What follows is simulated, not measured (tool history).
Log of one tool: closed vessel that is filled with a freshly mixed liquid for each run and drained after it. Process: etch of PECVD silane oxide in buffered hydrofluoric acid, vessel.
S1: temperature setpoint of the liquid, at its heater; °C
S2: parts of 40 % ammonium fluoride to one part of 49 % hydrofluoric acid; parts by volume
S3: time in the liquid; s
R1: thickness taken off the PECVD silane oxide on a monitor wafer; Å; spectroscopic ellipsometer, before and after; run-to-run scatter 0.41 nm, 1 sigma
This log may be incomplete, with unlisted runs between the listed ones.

run	day	S1	S2	S3	R1
1	0	23	20.5	90	632.24
2	0.096	24	20.5	90	670.44
3	0.121	24.5	20.5	90	688.74
4	0.288	24.5	20.5	95	725.93
5	0.321	27.5	20.5	95	853.43
6	0.617	27.5	20.5	95	850.06
7	0.988	28	20.5	95	873.54
8	1.008	28.5	20.5	95	900.02

For run 9, what comes out?
9	1.083	30	20.5	95	?

Run 9 yielded R1 970.42 Å.

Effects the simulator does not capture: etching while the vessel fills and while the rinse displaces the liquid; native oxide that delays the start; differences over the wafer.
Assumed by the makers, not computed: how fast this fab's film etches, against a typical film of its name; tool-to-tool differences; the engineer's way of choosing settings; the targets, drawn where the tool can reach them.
